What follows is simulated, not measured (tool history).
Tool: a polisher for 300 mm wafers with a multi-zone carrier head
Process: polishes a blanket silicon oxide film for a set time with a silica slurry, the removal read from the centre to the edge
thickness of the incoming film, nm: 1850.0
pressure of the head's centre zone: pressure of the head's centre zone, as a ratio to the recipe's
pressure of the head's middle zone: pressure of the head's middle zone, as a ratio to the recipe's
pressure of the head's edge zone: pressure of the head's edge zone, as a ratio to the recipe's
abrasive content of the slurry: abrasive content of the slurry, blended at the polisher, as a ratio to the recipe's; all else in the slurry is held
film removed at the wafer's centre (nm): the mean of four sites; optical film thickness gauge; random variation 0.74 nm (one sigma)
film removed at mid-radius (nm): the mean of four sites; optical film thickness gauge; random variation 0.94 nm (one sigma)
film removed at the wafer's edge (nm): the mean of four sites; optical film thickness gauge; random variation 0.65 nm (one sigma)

| run | hour | flow of slurry (ml/min) | pressure of the head's centre zone | pressure of the head's middle zone | pressure of the head's edge zone | abrasive content of the slurry | polishing time (s) | film removed at the wafer's centre (nm) | film removed at mid-radius (nm) | film removed at the wafer's edge (nm) |
|---|---|---|---|---|---|---|---|---|---|---|
| 1 | 0.0 | 145 | 1.00 | 1.00 | 1.00 | 1.00 | 62 | 165.870 | 160.270 | 161.330 |
| 2 | 1.1 | 135 | 0.98 | 0.97 | 0.97 | 0.90 | 58 | 142.050 | 136.860 | 140.590 |
| 3 | 4.4 | 130 | 0.97 | 0.94 | 0.94 | 0.80 | 55 | 125.320 | 115.860 | 122.870 |
| 4 | 6.4 | 125 | 0.95 | 0.93 | 0.91 | 0.75 | 54 | 114.680 | 106.010 | 113.480 |
| 5 | 8.2 | 120 | 0.94 | 0.92 | 0.89 | 0.70 | 54 | 106.410 | 100.540 | 107.060 |
| 6 | 16.9 | 120 | 0.94 | 0.91 | 0.87 | 0.65 | 54 | 101.130 | 95.908 | 100.720 |
| 7 | 25.5 | 115 | 0.94 | 0.89 | 0.86 | 0.65 | 54 | 100.970 | 91.371 | 101.010 |
| 8 | 33.5 | 115 | 0.94 | 0.89 | 0.85 | 0.60 | 54 | 96.241 | 88.887 | 93.440 |
| 9 | 39.9 | 110 | 0.93 | 0.88 | 0.84 | 0.60 | 54 | 93.572 | 85.842 | 93.985 |
| 10 | 45.4 | 95 | 0.93 | 0.89 | 0.81 | 0.50 | 54 | 79.053 | 72.162 | 79.762 |

Run 11 comes next. What will it give?
| 11 | 49.3 | 100 | 0.92 | 0.88 | 0.82 | 0.50 | 54 | ? | ? | ? |

film removed at the wafer's centre (nm): 78.276
film removed at mid-radius (nm): 73.852
film removed at the wafer's edge (nm): 80.256

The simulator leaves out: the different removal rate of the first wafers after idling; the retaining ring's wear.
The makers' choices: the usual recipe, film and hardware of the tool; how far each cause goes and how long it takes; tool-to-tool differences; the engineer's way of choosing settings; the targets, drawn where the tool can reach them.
